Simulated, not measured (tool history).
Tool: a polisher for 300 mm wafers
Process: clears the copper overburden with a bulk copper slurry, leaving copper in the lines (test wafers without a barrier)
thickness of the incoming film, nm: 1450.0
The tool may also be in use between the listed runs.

run	hour	flow of slurry (ml/min)	pressure of the wafer on the pad (kPa)	speed of the pad under the wafer (cm/s)	abrasive content of the slurry	overpolish time after the end point (s)	time until the end point was called (s)	dishing of a wide line in a test structure (Å)
1	0	260	20	112	1	24	182.63	431
2	0.7	260	20	112	1	28	179.36	414.84
3	2.4	260	20	112	1.05	28	175.86	423.39
4	4.8	300	20	112	1.05	28	173.77	439.18
5	11.3	300	20	138	1.05	28	149.57	436.21
6	17	285	18.6	138	1.05	28	157.06	424.11
7	21	280	17.2	136	1.05	28	169.88	421.58

Run 8 comes next. What will it give?
8	26	265	15.9	136	1.05	28	?	?

time until the end point was called (s): 182.07
dishing of a wide line in a test structure (Å): 426.84

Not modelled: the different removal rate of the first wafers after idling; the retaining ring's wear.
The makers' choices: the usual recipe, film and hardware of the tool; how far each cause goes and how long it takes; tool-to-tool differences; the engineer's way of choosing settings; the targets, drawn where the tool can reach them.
